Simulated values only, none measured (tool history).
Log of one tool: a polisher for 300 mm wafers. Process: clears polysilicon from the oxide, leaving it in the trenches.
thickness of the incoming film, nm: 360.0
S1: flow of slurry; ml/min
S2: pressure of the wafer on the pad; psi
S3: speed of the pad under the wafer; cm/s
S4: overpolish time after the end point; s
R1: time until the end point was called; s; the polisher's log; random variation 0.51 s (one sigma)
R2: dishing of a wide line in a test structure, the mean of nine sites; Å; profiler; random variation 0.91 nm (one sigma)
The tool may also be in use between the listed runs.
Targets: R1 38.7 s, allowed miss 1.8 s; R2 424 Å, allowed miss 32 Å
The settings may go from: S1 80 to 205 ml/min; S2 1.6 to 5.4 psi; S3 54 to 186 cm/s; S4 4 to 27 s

Run 1, hour 0: S1 135 ml/min, S2 3.5 psi, S3 118 cm/s, S4 14 s. Result: R1 19.543 s, R2 774.62 Å.
Run 2, hour 8.2: S1 135 ml/min, S2 3.5 psi, S3 118 cm/s, S4 18 s. Result: R1 19.802 s, R2 815.92 Å.
Run 3, hour 10.9: S1 135 ml/min, S2 3.5 psi, S3 118 cm/s, S4 21 s. Result: R1 19.987 s, R2 792.94 Å.
Run 4, hour 14.3: S1 160 ml/min, S2 3.5 psi, S3 118 cm/s, S4 21 s. Result: R1 18.501 s, R2 800.8 Å.
Run 5, hour 17: S1 170 ml/min, S2 3.2 psi, S3 110 cm/s, S4 18 s. Result: R1 21.372 s, R2 798.45 Å.
Run 6, hour 25.6: S1 155 ml/min, S2 3.1 psi, S3 104 cm/s, S4 15 s. Result: R1 23.656 s, R2 788.86 Å.
Run 7, hour 32.6: S1 140 ml/min, S2 2.9 psi, S3 104 cm/s, S4 13 s. Result: R1 25.473 s, R2 697.25 Å.
Run 8, hour 34.3: S1 130 ml/min, S2 2.7 psi, S3 104 cm/s, S4 11 s. Result: R1 27.436 s, R2 671 Å.
Run 9, hour 41.1: S1 120 ml/min, S2 2.5 psi, S3 104 cm/s, S4 10 s. Result: R1 29.981 s, R2 615.66 Å.
Run 10, hour 48.2: S1 85 ml/min, S2 1.6 psi, S3 118 cm/s, S4 4 s. Result: R1 40.673 s, R2 267.18 Å.
Run 11, hour 50.6: S1 95 ml/min, S2 1.6 psi, S3 116 cm/s, S4 4 s. Result: R1 40.992 s, R2 261.41 Å.
Run 12, hour 56.7: S1 100 ml/min, S2 1.7 psi, S3 112 cm/s, S4 5 s. Result: R1 39.235 s, R2 345.81 Å.

5 next moves are on the table. One of them brings every result within its allowed miss. Which?
Run A, hour 62.8: S1 90 ml/min, S2 1.6 psi, S3 140 cm/s, S4 5 s. Result: R1 ?, R2 ?.
Run B, hour 62.8: S1 105 ml/min, S2 1.7 psi, S3 122 cm/s, S4 5 s. Result: R1 ?, R2 ?.
Run C, hour 62.8: S1 80 ml/min, S2 1.6 psi, S3 122 cm/s, S4 4 s. Result: R1 ?, R2 ?.
Run D, hour 62.8: S1 120 ml/min, S2 3.3 psi, S3 62 cm/s, S4 9 s. Result: R1 ?, R2 ?.
Run E, hour 62.8: S1 90 ml/min, S2 1.7 psi, S3 118 cm/s, S4 7 s. Result: R1 ?, R2 ?.

move      R1      R2
   A  34.428  366.11
   B  35.937  354.69
   C  41.037  268.65
   D  39.267   497.6
   E  38.895  426.01
A: as far off as the last run
B: nearer than the last run, and not there yet
C: further off than the last run
D: takes the result that was furthest off past its target
E: meets every target
Answer: E
